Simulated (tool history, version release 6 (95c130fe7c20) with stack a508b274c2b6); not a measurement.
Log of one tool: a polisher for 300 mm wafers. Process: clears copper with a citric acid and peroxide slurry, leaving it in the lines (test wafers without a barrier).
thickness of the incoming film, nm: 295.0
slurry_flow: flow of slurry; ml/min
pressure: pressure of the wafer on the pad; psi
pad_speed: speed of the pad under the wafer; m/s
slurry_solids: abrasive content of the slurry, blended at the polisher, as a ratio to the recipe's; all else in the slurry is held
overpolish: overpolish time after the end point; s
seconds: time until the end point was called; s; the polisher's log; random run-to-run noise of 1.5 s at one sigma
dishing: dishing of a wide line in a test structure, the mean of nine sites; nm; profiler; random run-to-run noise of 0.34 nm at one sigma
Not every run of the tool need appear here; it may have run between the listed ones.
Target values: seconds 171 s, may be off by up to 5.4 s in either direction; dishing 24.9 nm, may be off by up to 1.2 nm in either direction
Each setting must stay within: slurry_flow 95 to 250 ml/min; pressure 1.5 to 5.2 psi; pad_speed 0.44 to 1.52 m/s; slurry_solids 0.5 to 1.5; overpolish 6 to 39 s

{"run": 1, "hour": 0.0, "slurry_flow": 160, "pressure": 3.3, "pad_speed": 0.98, "slurry_solids": 1, "overpolish": 20, "seconds": 100.17, "dishing": 31.476}
{"run": 2, "hour": 9.0, "slurry_flow": 155, "pressure": 3, "pad_speed": 0.98, "slurry_solids": 1, "overpolish": 21, "seconds": 110.6, "dishing": 30.096}
{"run": 3, "hour": 13.5, "slurry_flow": 155, "pressure": 3, "pad_speed": 0.78, "slurry_solids": 1, "overpolish": 21, "seconds": 139.16, "dishing": 26.692}
{"run": 4, "hour": 19.0, "slurry_flow": 155, "pressure": 3, "pad_speed": 0.78, "slurry_solids": 1, "overpolish": 17, "seconds": 138.85, "dishing": 21.052}
{"run": 5, "hour": 27.6, "slurry_flow": 185, "pressure": 3, "pad_speed": 0.78, "slurry_solids": 1, "overpolish": 17, "seconds": 132.3, "dishing": 22.404}
{"run": 6, "hour": 28.4, "slurry_flow": 175, "pressure": 2.9, "pad_speed": 0.78, "slurry_solids": 1, "overpolish": 18, "seconds": 139.72, "dishing": 23.065}
{"run": 7, "hour": 30.8, "slurry_flow": 175, "pressure": 2.9, "pad_speed": 0.78, "slurry_solids": 1, "overpolish": 18, "seconds": 137.35, "dishing": 22.462}
{"run": 8, "hour": 34.6, "slurry_flow": 165, "pressure": 2.8, "pad_speed": 0.78, "slurry_solids": 1, "overpolish": 19, "seconds": 143.76, "dishing": 23.073}
{"run": 9, "hour": 42.0, "slurry_flow": 155, "pressure": 2.7, "pad_speed": 0.78, "slurry_solids": 1, "overpolish": 20, "seconds": 149.33, "dishing": 23.168}

4 next moves are on the table. One of them brings every result within its allowed miss. Which?
{"run": "A", "hour": 49.4, "slurry_flow": 140, "pressure": 3.3, "pad_speed": 0.52, "slurry_solids": 1, "overpolish": 27, "seconds": "?", "dishing": "?"}
{"run": "B", "hour": 49.4, "slurry_flow": 175, "pressure": 2.4, "pad_speed": 0.8, "slurry_solids": 1.05, "overpolish": 20, "seconds": "?", "dishing": "?"}
{"run": "C", "hour": 49.4, "slurry_flow": 125, "pressure": 2.8, "pad_speed": 0.68, "slurry_solids": 1, "overpolish": 25, "seconds": "?", "dishing": "?"}
{"run": "D", "hour": 49.4, "slurry_flow": 155, "pressure": 3, "pad_speed": 0.9, "slurry_solids": 0.65, "overpolish": 15, "seconds": "?", "dishing": "?"}

move=A seconds=189.33 dishing=24.245
move=B seconds=156.24 dishing=21.911
move=C seconds=171.82 dishing=24.467
move=D seconds=131.02 dishing=20.107
A: moves the result that the last run missed by most past its target, out the other side
B: closer than the last run, but not yet in spec
C: all results land within tolerance of their targets
D: lands further from the targets than the last run did
C is the move that brings every result within its allowed miss.
